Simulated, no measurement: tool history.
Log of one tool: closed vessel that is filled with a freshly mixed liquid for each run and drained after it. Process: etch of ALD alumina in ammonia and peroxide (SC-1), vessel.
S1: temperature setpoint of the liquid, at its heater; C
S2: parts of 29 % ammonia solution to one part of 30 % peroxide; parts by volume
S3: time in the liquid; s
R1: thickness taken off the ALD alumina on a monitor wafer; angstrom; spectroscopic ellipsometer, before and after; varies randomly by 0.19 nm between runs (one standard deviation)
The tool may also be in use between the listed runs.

Run 1, day 0: S1 63 C, S2 0.5 parts by volume, S3 335 s. Result: R1 283.38 angstrom.
Run 2, day 0.088: S1 63 C, S2 0.5 parts by volume, S3 335 s. Result: R1 283.33 angstrom.
Run 3, day 0.296: S1 63.5 C, S2 0.5 parts by volume, S3 335 s. Result: R1 289.37 angstrom.
Run 4, day 0.625: S1 64 C, S2 0.5 parts by volume, S3 335 s. Result: R1 298.39 angstrom.
Run 5, day 0.879: S1 64 C, S2 0.5 parts by volume, S3 335 s. Result: R1 297.89 angstrom.
Run 6, day 1.242: S1 64.5 C, S2 0.5 parts by volume, S3 335 s. Result: R1 305.7 angstrom.
Run 7, day 1.412: S1 65 C, S2 0.5 parts by volume, S3 335 s. Result: R1 312.8 angstrom.

The next listed run, before its measurement:
Run 8, day 1.538: S1 65.5 C, S2 0.5 parts by volume, S3 335 s. Result: R1 ?.

{"run 8": {"R1": 319.04}}
